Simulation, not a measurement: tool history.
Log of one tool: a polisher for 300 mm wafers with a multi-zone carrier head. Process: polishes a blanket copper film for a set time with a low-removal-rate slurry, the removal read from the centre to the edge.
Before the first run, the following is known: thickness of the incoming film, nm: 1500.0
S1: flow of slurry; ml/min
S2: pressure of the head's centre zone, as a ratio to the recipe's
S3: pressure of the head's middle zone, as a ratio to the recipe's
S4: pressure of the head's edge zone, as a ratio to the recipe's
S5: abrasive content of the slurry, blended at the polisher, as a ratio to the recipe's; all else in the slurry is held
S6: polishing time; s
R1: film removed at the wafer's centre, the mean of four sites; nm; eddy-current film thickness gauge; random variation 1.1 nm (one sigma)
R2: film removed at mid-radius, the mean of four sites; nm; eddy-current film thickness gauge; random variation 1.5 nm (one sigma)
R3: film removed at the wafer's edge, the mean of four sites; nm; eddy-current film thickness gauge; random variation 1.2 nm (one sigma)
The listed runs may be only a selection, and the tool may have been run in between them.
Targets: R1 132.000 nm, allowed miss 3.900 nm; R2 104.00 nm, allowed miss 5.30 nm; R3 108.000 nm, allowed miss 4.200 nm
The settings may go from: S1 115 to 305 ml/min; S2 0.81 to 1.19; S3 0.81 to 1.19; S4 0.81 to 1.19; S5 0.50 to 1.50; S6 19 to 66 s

run	hour	S1	S2	S3	S4	S5	S6	R1	R2	R3
1	0.0	195	1.00	1.00	1.00	1.00	42	133.700	130.47	132.950
2	6.4	195	0.96	1.00	1.00	1.00	42	129.920	127.65	128.770
3	14.2	195	0.96	1.00	1.00	1.00	33	101.680	101.75	103.550
4	18.9	195	0.90	1.00	1.00	1.00	33	95.243	106.16	101.620
5	19.7	210	0.96	1.00	0.97	1.00	33	101.290	104.42	100.040
6	23.5	210	1.00	1.00	0.97	1.00	33	107.070	105.18	101.980
7	32.3	220	1.04	0.99	0.97	1.00	33	111.370	102.72	101.440
8	39.7	225	1.07	0.99	0.98	1.00	33	116.710	102.02	103.560
9	44.2	230	1.09	0.99	0.98	1.00	33	117.680	105.29	102.680

Below are 4 possible settings for the next run. Only one of them brings all results inside the allowed miss of their targets. Which is it?
A	48.7	225	1.14	0.91	0.94	0.95	36	?	?	?
B	48.7	185	0.98	0.96	0.95	1.00	34	?	?	?
C	48.7	155	0.98	1.01	0.87	1.05	34	?	?	?
D	48.7	245	1.02	1.09	0.97	1.05	32	?	?	?

move	R1	R2	R3
A	132.410	105.78	106.080
B	104.840	102.41	99.321
C	101.870	104.28	93.943
D	108.650	112.83	98.015
A: each result inside its tolerance
B: moves away from the targets compared with the last run
C: moves away from the targets compared with the last run
D: moves away from the targets compared with the last run
So the answer is move A, the one that meets all the targets.
